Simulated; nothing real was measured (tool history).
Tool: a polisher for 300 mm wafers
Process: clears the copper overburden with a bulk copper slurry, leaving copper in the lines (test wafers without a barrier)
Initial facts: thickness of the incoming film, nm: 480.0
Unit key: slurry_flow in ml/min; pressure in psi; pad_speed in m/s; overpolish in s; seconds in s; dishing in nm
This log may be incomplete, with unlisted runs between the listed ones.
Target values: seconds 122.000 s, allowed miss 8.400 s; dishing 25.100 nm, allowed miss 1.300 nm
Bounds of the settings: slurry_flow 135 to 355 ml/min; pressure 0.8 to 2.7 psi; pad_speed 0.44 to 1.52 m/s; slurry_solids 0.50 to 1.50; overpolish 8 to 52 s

Run 1, hour 0.0: slurry_flow 225 ml/min, pressure 1.7 psi, pad_speed 0.98 m/s, slurry_solids 1.00, overpolish 26 s. Result: seconds 86.627 s, dishing 59.478 nm.
Run 2, hour 8.9: slurry_flow 225 ml/min, pressure 1.9 psi, pad_speed 0.98 m/s, slurry_solids 1.00, overpolish 26 s. Result: seconds 80.526 s, dishing 61.915 nm.
Run 3, hour 11.9: slurry_flow 225 ml/min, pressure 1.6 psi, pad_speed 0.96 m/s, slurry_solids 1.00, overpolish 21 s. Result: seconds 96.978 s, dishing 48.893 nm.
Run 4, hour 15.5: slurry_flow 225 ml/min, pressure 1.8 psi, pad_speed 0.96 m/s, slurry_solids 1.00, overpolish 21 s. Result: seconds 87.682 s, dishing 53.725 nm.
Run 5, hour 24.1: slurry_flow 220 ml/min, pressure 1.5 psi, pad_speed 0.98 m/s, slurry_solids 0.95, overpolish 18 s. Result: seconds 104.510 s, dishing 43.028 nm.
At hour 28.0: head pressure recalibrated.
Run 6, hour 28.0: slurry_flow 200 ml/min, pressure 1.3 psi, pad_speed 1.08 m/s, slurry_solids 0.85, overpolish 15 s. Result: seconds 120.000 s, dishing 33.986 nm.
Run 7, hour 35.5: slurry_flow 200 ml/min, pressure 1.3 psi, pad_speed 1.08 m/s, slurry_solids 0.85, overpolish 15 s. Result: seconds 113.000 s, dishing 33.140 nm.
Run 8, hour 44.1: slurry_flow 195 ml/min, pressure 1.3 psi, pad_speed 1.12 m/s, slurry_solids 0.80, overpolish 14 s. Result: seconds 116.260 s, dishing 32.643 nm.
Run 9, hour 45.0: slurry_flow 190 ml/min, pressure 1.3 psi, pad_speed 1.16 m/s, slurry_solids 0.75, overpolish 12 s. Result: seconds 110.350 s, dishing 28.814 nm.
Run 10, hour 49.1: slurry_flow 180 ml/min, pressure 1.1 psi, pad_speed 1.18 m/s, slurry_solids 0.65, overpolish 11 s. Result: seconds 133.540 s, dishing 22.803 nm.
Run 11, hour 50.7: slurry_flow 185 ml/min, pressure 1.1 psi, pad_speed 1.18 m/s, slurry_solids 0.65, overpolish 11 s. Result: seconds 133.010 s, dishing 22.916 nm.

Consider the 5 candidate settings below. Which is the only one whose results all fall within their allowed miss of target?
Run A, hour 52.3: slurry_flow 185 ml/min, pressure 1.4 psi, pad_speed 1.24 m/s, slurry_solids 0.60, overpolish 8 s. Result: seconds ?, dishing ?.
Run B, hour 52.3: slurry_flow 135 ml/min, pressure 1.1 psi, pad_speed 1.52 m/s, slurry_solids 0.50, overpolish 11 s. Result: seconds ?, dishing ?.
Run C, hour 52.3: slurry_flow 200 ml/min, pressure 1.3 psi, pad_speed 1.04 m/s, slurry_solids 0.85, overpolish 13 s. Result: seconds ?, dishing ?.
Run D, hour 52.3: slurry_flow 245 ml/min, pressure 0.9 psi, pad_speed 1.34 m/s, slurry_solids 0.60, overpolish 15 s. Result: seconds ?, dishing ?.
Run E, hour 52.3: slurry_flow 220 ml/min, pressure 1.3 psi, pad_speed 0.94 m/s, slurry_solids 0.75, overpolish 15 s. Result: seconds ?, dishing ?.

move  seconds  dishing
   A  104.910   21.015
   B  118.030   24.532
   C  118.800   28.159
   D  139.290   27.148
   E  134.510   28.582
A: the biggest miss grows against the last run
B: every result lands within tolerance
C: takes the result that was furthest off past its target
D: takes the result that was furthest off past its target
E: takes the result that was furthest off past its target
The move that meets every target is B.
